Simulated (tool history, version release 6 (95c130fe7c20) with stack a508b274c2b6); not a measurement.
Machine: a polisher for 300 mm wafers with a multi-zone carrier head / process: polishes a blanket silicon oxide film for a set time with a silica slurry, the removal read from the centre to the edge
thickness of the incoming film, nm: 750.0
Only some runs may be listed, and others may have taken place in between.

run,hour,flow of slurry (ml/min),pressure of the head's centre zone,pressure of the head's middle zone,pressure of the head's edge zone,abrasive content of the slurry,polishing time (s),film removed at the wafer's centre (Å),film removed at mid-radius (Å),film removed at the wafer's edge (Å)
1,0.0,200,1.00,1.00,1.00,1.00,62,2192.6,2130.0,2222.2
2,4.1,200,1.00,1.05,1.00,1.00,62,2112.8,2254.2,2188.5
3,9.5,205,1.01,1.06,1.02,1.05,62,2285.8,2378.7,2297.3
4,15.2,210,1.00,1.07,1.04,1.10,62,2327.2,2454.0,2421.4
5,19.4,210,1.04,1.07,1.04,1.10,62,2365.9,2390.0,2403.2
6,22.5,220,1.04,1.09,1.06,1.15,62,2500.9,2615.1,2506.5
7,28.4,250,1.01,1.06,1.16,1.35,63,2758.4,2811.7,2877.2
8,32.7,255,1.01,1.07,1.16,1.35,63,2758.2,2828.0,2921.3

The next listed run, before its measurement:
9,34.3,260,1.01,1.08,1.16,1.35,63,?,?,?

Logged for run 9: film removed at the wafer's centre (Å) 2726.3, film removed at mid-radius (Å) 2818.6, film removed at the wafer's edge (Å) 2907.3.

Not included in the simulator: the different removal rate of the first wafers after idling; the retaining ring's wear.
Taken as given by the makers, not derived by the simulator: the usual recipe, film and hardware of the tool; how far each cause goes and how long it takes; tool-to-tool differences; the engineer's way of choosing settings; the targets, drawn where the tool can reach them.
